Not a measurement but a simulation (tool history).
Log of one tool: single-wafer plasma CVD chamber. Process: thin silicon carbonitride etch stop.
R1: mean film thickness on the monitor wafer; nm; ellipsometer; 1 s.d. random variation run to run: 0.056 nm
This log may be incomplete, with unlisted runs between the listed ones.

{"run": 1, "hour": 0.0, "RF power (kW)": 0.235, "deposition time (s)": 23.0, "R1": 13.405}
{"run": 2, "hour": 3.6, "RF power (kW)": 0.235, "deposition time (s)": 24.4, "R1": 14.35}
{"run": 3, "hour": 6.7, "RF power (kW)": 0.23, "deposition time (s)": 24.3, "R1": 14.212}
{"run": 4, "hour": 12.7, "RF power (kW)": 0.23, "deposition time (s)": 25.6, "R1": 14.814}
{"run": 5, "hour": 17.3, "RF power (kW)": 0.225, "deposition time (s)": 25.4, "R1": 14.494}
{"run": 6, "hour": 18.9, "RF power (kW)": 0.235, "deposition time (s)": 25.4, "R1": 14.909}
{"run": 7, "hour": 27.0, "RF power (kW)": 0.23, "deposition time (s)": 25.3, "R1": 14.518}

For run 8, what comes out?
{"run": 8, "hour": 33.7, "RF power (kW)": 0.19, "deposition time (s)": 24.7, "R1": "?"}

R1: 13.209 nm

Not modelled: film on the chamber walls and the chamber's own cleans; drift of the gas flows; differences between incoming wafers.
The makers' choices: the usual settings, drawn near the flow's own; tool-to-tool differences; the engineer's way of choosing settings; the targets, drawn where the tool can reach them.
